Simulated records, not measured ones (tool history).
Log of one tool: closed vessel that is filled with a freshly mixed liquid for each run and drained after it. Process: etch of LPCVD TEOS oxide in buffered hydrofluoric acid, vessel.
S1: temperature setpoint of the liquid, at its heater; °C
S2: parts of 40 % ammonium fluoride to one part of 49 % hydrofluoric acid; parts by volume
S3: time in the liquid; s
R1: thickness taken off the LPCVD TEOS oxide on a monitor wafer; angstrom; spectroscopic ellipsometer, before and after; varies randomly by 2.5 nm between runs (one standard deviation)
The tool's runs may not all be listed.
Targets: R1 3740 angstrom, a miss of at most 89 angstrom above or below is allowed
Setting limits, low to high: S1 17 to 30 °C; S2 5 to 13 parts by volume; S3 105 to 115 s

Run 1, hour 0: S1 22 °C, S2 8 parts by volume, S3 105 s. Result: R1 2497.6 angstrom.
Run 2, hour 6.7: S1 23.5 °C, S2 8 parts by volume, S3 105 s. Result: R1 2754.6 angstrom.
Run 3, hour 13.7: S1 20 °C, S2 8 parts by volume, S3 105 s. Result: R1 2251.2 angstrom.
Run 4, hour 15.3: S1 20 °C, S2 8 parts by volume, S3 105 s. Result: R1 2251.2 angstrom.
Run 5, hour 18.8: S1 20 °C, S2 7 parts by volume, S3 105 s. Result: R1 2609.6 angstrom.
Run 6, hour 24.2: S1 21.5 °C, S2 7 parts by volume, S3 105 s. Result: R1 2840.8 angstrom.
Run 7, hour 25.1: S1 22.5 °C, S2 7 parts by volume, S3 105 s. Result: R1 2976.4 angstrom.
Run 8, hour 33.6: S1 23.5 °C, S2 7 parts by volume, S3 105 s. Result: R1 3130.6 angstrom.
Run 9, hour 37.8: S1 24 °C, S2 7 parts by volume, S3 105 s. Result: R1 3249.5 angstrom.
Run 10, hour 45.6: S1 24.5 °C, S2 7 parts by volume, S3 105 s. Result: R1 3350 angstrom.
Run 11, hour 51.8: S1 27 °C, S2 7 parts by volume, S3 105 s. Result: R1 3831 angstrom.
Run 12, hour 59.6: S1 27 °C, S2 7 parts by volume, S3 105 s. Result: R1 3817 angstrom.

4 candidate next runs follow, results not yet known. Just one meets every target within its allowed miss. Identify it.
Run A, hour 67.4: S1 25.5 °C, S2 6.5 parts by volume, S3 110 s. Result: R1 ?.
Run B, hour 67.4: S1 24 °C, S2 6 parts by volume, S3 105 s. Result: R1 ?.
Run C, hour 67.4: S1 27.5 °C, S2 7 parts by volume, S3 105 s. Result: R1 ?.
Run D, hour 67.4: S1 24 °C, S2 6 parts by volume, S3 110 s. Result: R1 ?.

move      R1
   A  3933.9
   B  3706.5
   C  3924.7
   D    3883
A: misses by more than the last run did
B: all results in spec
C: misses by more than the last run did
D: misses by more than the last run did
Go with B: it meets all targets.

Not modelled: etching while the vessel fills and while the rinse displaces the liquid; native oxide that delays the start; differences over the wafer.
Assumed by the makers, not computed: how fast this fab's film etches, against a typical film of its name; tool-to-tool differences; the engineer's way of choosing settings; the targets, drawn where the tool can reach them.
